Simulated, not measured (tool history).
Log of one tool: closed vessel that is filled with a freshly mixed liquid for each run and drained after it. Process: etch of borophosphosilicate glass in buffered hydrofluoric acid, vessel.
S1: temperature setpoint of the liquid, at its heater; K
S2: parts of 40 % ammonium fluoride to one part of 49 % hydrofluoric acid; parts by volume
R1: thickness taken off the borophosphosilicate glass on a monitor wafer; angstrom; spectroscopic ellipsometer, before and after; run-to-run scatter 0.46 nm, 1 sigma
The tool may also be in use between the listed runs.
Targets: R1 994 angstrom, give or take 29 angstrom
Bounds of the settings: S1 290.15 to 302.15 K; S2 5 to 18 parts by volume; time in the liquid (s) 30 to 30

Run 1, hour 0: S1 294.15 K, S2 11 parts by volume, time in the liquid (s) 30. Result: R1 490.93 angstrom.
Run 2, hour 3.7: S1 296.65 K, S2 10 parts by volume, time in the liquid (s) 30. Result: R1 612.2 angstrom.
Run 3, hour 7.2: S1 299.15 K, S2 10 parts by volume, time in the liquid (s) 30. Result: R1 698.33 angstrom.
Run 4, hour 16.3: S1 300.15 K, S2 9 parts by volume, time in the liquid (s) 30. Result: R1 784.45 angstrom.
Run 5, hour 22.9: S1 300.65 K, S2 8.5 parts by volume, time in the liquid (s) 30. Result: R1 860.49 angstrom.
Run 6, hour 30.5: S1 300.65 K, S2 8.5 parts by volume, time in the liquid (s) 30. Result: R1 872.31 angstrom.
Run 7, hour 35.9: S1 301.15 K, S2 8.5 parts by volume, time in the liquid (s) 30. Result: R1 892.61 angstrom.
Run 8, hour 38.3: S1 302.15 K, S2 7.5 parts by volume, time in the liquid (s) 30. Result: R1 1076.1 angstrom.
Run 9, hour 41.9: S1 301.65 K, S2 7.5 parts by volume, time in the liquid (s) 30. Result: R1 1053.8 angstrom.

4 candidate next runs follow, results not yet known. Just one meets every target within its allowed miss. Identify it.
Run A, hour 45.5: S1 302.15 K, S2 7.5 parts by volume, time in the liquid (s) 30. Result: R1 ?.
Run B, hour 45.5: S1 299.15 K, S2 7.5 parts by volume, time in the liquid (s) 30. Result: R1 ?.
Run C, hour 45.5: S1 301.65 K, S2 8.5 parts by volume, time in the liquid (s) 30. Result: R1 ?.
Run D, hour 45.5: S1 300.65 K, S2 7.5 parts by volume, time in the liquid (s) 30. Result: R1 ?.

move      R1
   A  1069.8
   B  913.55
   C  909.03
   D  988.93
A: moves away from the targets compared with the last run
B: moves the result that the last run missed by most past its target, out the other side
C: moves the result that the last run missed by most past its target, out the other side
D: all results in spec
D meets every target.
